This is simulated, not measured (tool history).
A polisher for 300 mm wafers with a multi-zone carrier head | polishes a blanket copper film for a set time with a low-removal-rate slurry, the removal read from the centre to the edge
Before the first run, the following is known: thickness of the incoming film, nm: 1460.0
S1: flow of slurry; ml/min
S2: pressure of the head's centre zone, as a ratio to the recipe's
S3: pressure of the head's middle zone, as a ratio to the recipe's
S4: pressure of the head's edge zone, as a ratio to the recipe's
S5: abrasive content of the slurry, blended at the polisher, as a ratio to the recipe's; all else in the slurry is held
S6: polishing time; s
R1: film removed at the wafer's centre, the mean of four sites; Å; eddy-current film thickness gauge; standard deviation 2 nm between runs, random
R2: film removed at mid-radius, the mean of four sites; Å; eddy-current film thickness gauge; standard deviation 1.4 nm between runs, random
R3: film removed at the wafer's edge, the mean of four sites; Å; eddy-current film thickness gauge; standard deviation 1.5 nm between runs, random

Run 1, hour 0: S1 145 ml/min, S2 1, S3 1, S4 1, S5 1, S6 62 s. Result: R1 1848.2 Å, R2 1886.3 Å, R3 1878.3 Å.
Run 2, hour 8.4: S1 140 ml/min, S2 0.98, S3 1, S4 0.98, S5 0.95, S6 62 s. Result: R1 1830.2 Å, R2 1876.9 Å, R3 1870.3 Å.
Run 3, hour 17: S1 140 ml/min, S2 0.96, S3 1.01, S4 0.98, S5 0.9, S6 61 s. Result: R1 1695.9 Å, R2 1831.1 Å, R3 1855.4 Å.
Run 4, hour 20: S1 140 ml/min, S2 0.96, S3 1.02, S4 0.97, S5 0.85, S6 60 s. Result: R1 1660.3 Å, R2 1826.8 Å, R3 1763.8 Å.
At hour 27.3: slurry nozzle cleaned.
Run 5, hour 27.3: S1 140 ml/min, S2 0.96, S3 1.02, S4 0.93, S5 0.85, S6 60 s. Result: R1 1764 Å, R2 1825.9 Å, R3 1777.2 Å.
Run 6, hour 33.2: S1 175 ml/min, S2 0.96, S3 1.02, S4 0.93, S5 0.85, S6 60 s. Result: R1 1796.2 Å, R2 1893 Å, R3 1789 Å.
Run 7, hour 39.7: S1 175 ml/min, S2 0.95, S3 1.02, S4 0.93, S5 0.8, S6 59 s. Result: R1 1724.7 Å, R2 1891.7 Å, R3 1794.5 Å.
Run 8, hour 45.9: S1 170 ml/min, S2 0.94, S3 1.02, S4 0.92, S5 0.75, S6 58 s. Result: R1 1713.8 Å, R2 1806.8 Å, R3 1704 Å.
Run 9, hour 48.4: S1 165 ml/min, S2 0.92, S3 1.02, S4 0.92, S5 0.7, S6 58 s. Result: R1 1548.4 Å, R2 1771.4 Å, R3 1652.4 Å.

Forecast run 10:
Run 10, hour 53.1: S1 160 ml/min, S2 0.92, S3 1.02, S4 0.92, S5 0.7, S6 58 s. Result: R1 ?, R2 ?, R3 ?.

Run 10 measured R1 1627.2 Å, R2 1786.6 Å, R3 1671.9 Å.

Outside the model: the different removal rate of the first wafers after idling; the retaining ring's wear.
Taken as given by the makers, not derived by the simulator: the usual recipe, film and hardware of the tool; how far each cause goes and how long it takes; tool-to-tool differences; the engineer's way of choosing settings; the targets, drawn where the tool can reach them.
